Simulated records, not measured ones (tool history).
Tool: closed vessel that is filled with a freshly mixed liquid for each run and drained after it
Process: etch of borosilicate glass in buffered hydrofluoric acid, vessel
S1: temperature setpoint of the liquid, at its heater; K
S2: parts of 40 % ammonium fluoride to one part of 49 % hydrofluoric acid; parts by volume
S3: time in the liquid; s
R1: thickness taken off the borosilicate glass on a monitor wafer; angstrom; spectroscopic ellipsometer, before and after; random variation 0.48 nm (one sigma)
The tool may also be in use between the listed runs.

run  hour      S1    S2  S3      R1
  1     0  294.15    12  85   715.3
  2   4.4  294.15    12  90  756.07
  3   8.6  293.65  12.5  90  715.47
  4    11  293.65  12.5  90  709.65
  5  14.5  293.15    13  90  668.46
  6  18.9  293.15    13  85  640.69

The next listed run, before its measurement:
  7  21.1  292.65  13.5  85   ?

{"run 7": {"R1": 583.55}}
